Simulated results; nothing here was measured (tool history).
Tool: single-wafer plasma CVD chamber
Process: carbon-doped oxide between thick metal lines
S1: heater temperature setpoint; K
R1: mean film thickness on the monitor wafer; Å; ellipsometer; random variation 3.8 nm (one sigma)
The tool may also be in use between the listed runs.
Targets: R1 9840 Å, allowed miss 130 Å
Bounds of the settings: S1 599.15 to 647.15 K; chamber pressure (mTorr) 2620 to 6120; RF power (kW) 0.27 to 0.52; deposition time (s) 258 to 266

run 1 day=0 | S1=623.15 chamber_pressure_(mTorr)=4370 RF_power_(kW)=0.395 deposition_time_(s)=258 | R1=10806
run 2 day=0.221 | S1=623.15 chamber_pressure_(mTorr)=4370 RF_power_(kW)=0.395 deposition_time_(s)=258 | R1=10731
run 3 day=0.25 | S1=628.15 chamber_pressure_(mTorr)=4060 RF_power_(kW)=0.39 deposition_time_(s)=258 | R1=10477
run 4 day=0.408 | S1=631.15 chamber_pressure_(mTorr)=3780 RF_power_(kW)=0.385 deposition_time_(s)=258 | R1=10158
run 5 day=0.533 | S1=631.15 chamber_pressure_(mTorr)=3780 RF_power_(kW)=0.345 deposition_time_(s)=258 | R1=9304.6
run 6 day=0.792 | S1=622.15 chamber_pressure_(mTorr)=3780 RF_power_(kW)=0.345 deposition_time_(s)=258 | R1=9532.5
run 7 day=0.821 | S1=620.15 chamber_pressure_(mTorr)=3880 RF_power_(kW)=0.345 deposition_time_(s)=258 | R1=9551.5
run 8 day=0.912 | S1=618.15 chamber_pressure_(mTorr)=4010 RF_power_(kW)=0.345 deposition_time_(s)=258 | R1=9711.5

Which of these 4 next moves meets every target?
run A day=1.004 | S1=630.15 chamber_pressure_(mTorr)=3960 RF_power_(kW)=0.35 deposition_time_(s)=258 | R1=?
run B day=1.004 | S1=620.15 chamber_pressure_(mTorr)=4290 RF_power_(kW)=0.335 deposition_time_(s)=266 | R1=?
run C day=1.004 | S1=622.15 chamber_pressure_(mTorr)=3830 RF_power_(kW)=0.345 deposition_time_(s)=258 | R1=?
run D day=1.004 | S1=626.15 chamber_pressure_(mTorr)=3920 RF_power_(kW)=0.35 deposition_time_(s)=258 | R1=?

move=A R1=9431
move=B R1=9777.9
move=C R1=9474.4
move=D R1=9514.2
A: further off than the last run
B: meets every target
C: further off than the last run
D: further off than the last run
Move B is the one to make.
